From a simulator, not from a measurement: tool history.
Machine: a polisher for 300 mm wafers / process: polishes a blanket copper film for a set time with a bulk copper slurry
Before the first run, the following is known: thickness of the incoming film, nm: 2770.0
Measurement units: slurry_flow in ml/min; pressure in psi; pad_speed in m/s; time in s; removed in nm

{"run": 1, "day": 0.0, "slurry_flow": 145, "pressure": 2.4, "pad_speed": 0.86, "slurry_solids": 1, "time": 78, "removed": 425.42}
{"run": 2, "day": 0.183, "slurry_flow": 145, "pressure": 2.4, "pad_speed": 0.74, "slurry_solids": 1, "time": 78, "removed": 373.1}
{"run": 3, "day": 0.304, "slurry_flow": 145, "pressure": 2.4, "pad_speed": 0.88, "slurry_solids": 1, "time": 78, "removed": 435.11}
{"run": 4, "day": 0.446, "slurry_flow": 145, "pressure": 2.2, "pad_speed": 0.88, "slurry_solids": 1, "time": 78, "removed": 415.33}
{"run": 5, "day": 0.512, "slurry_flow": 145, "pressure": 2, "pad_speed": 0.88, "slurry_solids": 1, "time": 78, "removed": 387.09}
{"run": 6, "day": 0.592, "slurry_flow": 145, "pressure": 1.9, "pad_speed": 0.88, "slurry_solids": 1, "time": 78, "removed": 369.9}
{"run": 7, "day": 0.779, "slurry_flow": 145, "pressure": 1.8, "pad_speed": 0.88, "slurry_solids": 1, "time": 78, "removed": 361.19}

Expected results for the next run?
{"run": 8, "day": 0.929, "slurry_flow": 145, "pressure": 1.7, "pad_speed": 0.88, "slurry_solids": 1, "time": 78, "removed": "?"}

removed: 346.61 nm
